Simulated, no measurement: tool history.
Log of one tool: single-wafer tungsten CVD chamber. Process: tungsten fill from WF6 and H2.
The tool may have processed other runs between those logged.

run    day  heater temperature setpoint (°C)  chamber pressure (Pa)  deposition time (s)  mean film thickness on the monitor wafer (Å)
  1      0                               395                   6453                 24.9                                        841.78
  2  0.283                               385                   6453                 24.9                                        705.25
  3    0.6                               390                   6453                 24.9                                        781.65
  4  0.888                               386                   6453                 24.9                                        719.55
  5    1.1                               390                   6466                 24.9                                        775.85
  6  1.233                               393                   6479                 24.9                                         814.3
  7  1.562                               396                   6493                 24.9                                        868.69
  8  1.854                               398                   6506                 24.9                                        890.19

Forecast run 9:
  9  2.142                               400                   6519                 24.9                                             ?

{"run 9": {"mean film thickness on the monitor wafer (Å)": 915.92}}

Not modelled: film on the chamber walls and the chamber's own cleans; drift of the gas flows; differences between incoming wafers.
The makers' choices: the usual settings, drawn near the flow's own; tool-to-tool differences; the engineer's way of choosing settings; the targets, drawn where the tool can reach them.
